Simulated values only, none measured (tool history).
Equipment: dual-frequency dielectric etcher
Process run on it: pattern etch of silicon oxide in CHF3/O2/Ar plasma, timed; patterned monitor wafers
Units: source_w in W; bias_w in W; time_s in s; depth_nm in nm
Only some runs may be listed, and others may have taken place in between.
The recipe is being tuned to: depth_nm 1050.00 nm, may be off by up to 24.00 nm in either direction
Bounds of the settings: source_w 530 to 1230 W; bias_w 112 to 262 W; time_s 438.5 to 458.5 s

run  hour  source_w  bias_w  time_s  depth_nm
  1   0.0       880     187   438.5    899.57
  2   7.8       880     170   438.5    881.74
  3   9.7       940     176   440.0    912.99
  4  12.2      1090     176   440.0    965.63
  5  16.5      1090     198   440.0    998.40
  6  23.5      1110     200   440.0   1006.40
  7  26.6      1130     201   440.0   1015.70
  8  29.5      1140     202   440.0   1020.30
  9  32.9      1150     203   440.0   1023.20

Of the 4 settings listed for the next run, only one would bring every result within its allowed miss of target. Which one?
  A  36.3      1020     217   438.5         ?
  B  36.3      1060     204   446.5         ?
  C  36.3      1160     195   450.5         ?
  D  36.3      1100     188   445.5         ?

move  depth_nm
   A    995.63
   B   1011.20
   C   1043.60
   D   1000.90
A: further off than the last run
B: further off than the last run
C: hits every target within its allowed miss
D: further off than the last run
So the answer is move C, the one that meets all the targets.
